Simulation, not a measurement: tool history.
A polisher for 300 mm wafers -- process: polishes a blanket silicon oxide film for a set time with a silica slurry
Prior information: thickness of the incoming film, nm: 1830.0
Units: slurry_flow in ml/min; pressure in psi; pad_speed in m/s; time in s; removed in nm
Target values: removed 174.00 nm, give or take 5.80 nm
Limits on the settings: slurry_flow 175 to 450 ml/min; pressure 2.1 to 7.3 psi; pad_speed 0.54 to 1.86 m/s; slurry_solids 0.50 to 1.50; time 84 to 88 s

run	hour	slurry_flow	pressure	pad_speed	slurry_solids	time	removed
1	0.0	290	4.7	1.18	1.00	84	285.56
2	3.0	290	4.7	1.32	1.00	84	311.61
3	9.7	290	4.2	1.30	1.00	84	275.73
4	15.0	290	4.2	1.30	1.00	84	278.14
5	16.9	245	4.2	1.30	1.00	84	268.78
6	22.8	240	3.8	1.30	1.00	84	244.82
7	28.4	235	3.5	1.30	1.00	84	228.07
8	29.2	230	3.3	1.30	1.00	84	213.19
9	34.6	225	3.1	1.30	1.00	84	203.68
10	39.6	225	3.0	1.30	1.00	84	196.39
11	48.2	225	2.9	1.30	1.00	84	188.52
12	53.2	225	2.8	1.30	1.00	84	179.07

Which one of the following 5 next-run settings gets every result inside its allowed miss? There is exactly one.
A	58.2	265	3.0	1.28	0.90	84	?
B	58.2	175	3.7	1.06	0.95	84	?
C	58.2	265	2.6	1.28	1.00	86	?
D	58.2	220	3.2	1.12	1.05	85	?
E	58.2	240	2.9	1.20	1.00	87	?

move	removed
A	188.49
B	191.70
C	177.53
D	192.22
E	186.98
A: lands further from the targets than the last run did
B: lands further from the targets than the last run did
C: every result lands within tolerance
D: lands further from the targets than the last run did
E: lands further from the targets than the last run did
C is the move that brings every result within its allowed miss.
